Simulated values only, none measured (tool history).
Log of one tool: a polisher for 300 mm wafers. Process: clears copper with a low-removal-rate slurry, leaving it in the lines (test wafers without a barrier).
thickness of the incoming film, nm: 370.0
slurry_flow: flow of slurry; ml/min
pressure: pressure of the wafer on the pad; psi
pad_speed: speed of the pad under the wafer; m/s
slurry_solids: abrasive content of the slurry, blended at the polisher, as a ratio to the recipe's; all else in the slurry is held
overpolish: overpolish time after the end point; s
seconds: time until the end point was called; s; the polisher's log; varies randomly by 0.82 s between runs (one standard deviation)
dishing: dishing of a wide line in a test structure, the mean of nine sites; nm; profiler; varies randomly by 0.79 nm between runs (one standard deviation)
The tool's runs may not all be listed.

run 1 day=0.000 | slurry_flow=245 pressure=3.6 pad_speed=1.38 slurry_solids=1.0 overpolish=15 | seconds=61.096 dishing=35.674
run 2 day=0.262 | slurry_flow=245 pressure=3.8 pad_speed=1.38 slurry_solids=1.0 overpolish=15 | seconds=57.352 dishing=35.376
run 3 day=0.588 | slurry_flow=210 pressure=3.8 pad_speed=1.38 slurry_solids=1.0 overpolish=15 | seconds=58.398 dishing=35.693
run 4 day=0.846 | slurry_flow=210 pressure=4.0 pad_speed=1.40 slurry_solids=1.0 overpolish=16 | seconds=53.157 dishing=38.394
run 5 day=1.021 | slurry_flow=210 pressure=4.0 pad_speed=1.74 slurry_solids=1.0 overpolish=16 | seconds=44.226 dishing=41.035
run 6 day=1.225 | slurry_flow=210 pressure=3.1 pad_speed=1.74 slurry_solids=1.0 overpolish=16 | seconds=56.311 dishing=36.551

Estimate the outcome of run 7 from the log above:
run 7 day=1.442 | slurry_flow=210 pressure=3.3 pad_speed=1.74 slurry_solids=1.0 overpolish=16 | seconds=? dishing=?

{"run 7": {"seconds": 52.429, "dishing": 36.949}}
